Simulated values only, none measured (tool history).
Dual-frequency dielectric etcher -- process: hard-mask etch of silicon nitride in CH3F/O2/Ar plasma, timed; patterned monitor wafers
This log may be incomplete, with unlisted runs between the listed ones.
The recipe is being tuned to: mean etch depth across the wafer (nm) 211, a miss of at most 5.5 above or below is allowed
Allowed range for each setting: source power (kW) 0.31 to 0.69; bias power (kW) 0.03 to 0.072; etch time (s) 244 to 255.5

run,day,source power (kW),bias power (kW),etch time (s),mean etch depth across the wafer (nm)
1,0,0.5,0.051,244,175.74
2,0.292,0.57,0.051,244,184.53
3,0.412,0.57,0.051,244,185.25
4,0.575,0.57,0.051,244,184.4
5,0.917,0.59,0.054,245.5,188.49
6,1.158,0.59,0.054,244,189.14
7,1.3,0.61,0.056,246,191.89
8,1.425,0.63,0.057,249,199.92
9,1.6,0.64,0.058,250.5,202.82

Below are 5 possible settings for the next run. Only one of them brings all results inside the allowed miss of their targets. Which is it?
A,1.775,0.62,0.053,252,?
B,1.775,0.58,0.063,251,?
C,1.775,0.66,0.057,244,?
D,1.775,0.69,0.059,253,?
E,1.775,0.56,0.065,253.5,?

move,mean etch depth across the wafer (nm)
A,196.71
B,197.76
C,197.71
D,209.86
E,198.46
A: its largest miss is bigger than the last run's
B: its largest miss is bigger than the last run's
C: its largest miss is bigger than the last run's
D: all results in spec
E: its largest miss is bigger than the last run's
D meets every target.

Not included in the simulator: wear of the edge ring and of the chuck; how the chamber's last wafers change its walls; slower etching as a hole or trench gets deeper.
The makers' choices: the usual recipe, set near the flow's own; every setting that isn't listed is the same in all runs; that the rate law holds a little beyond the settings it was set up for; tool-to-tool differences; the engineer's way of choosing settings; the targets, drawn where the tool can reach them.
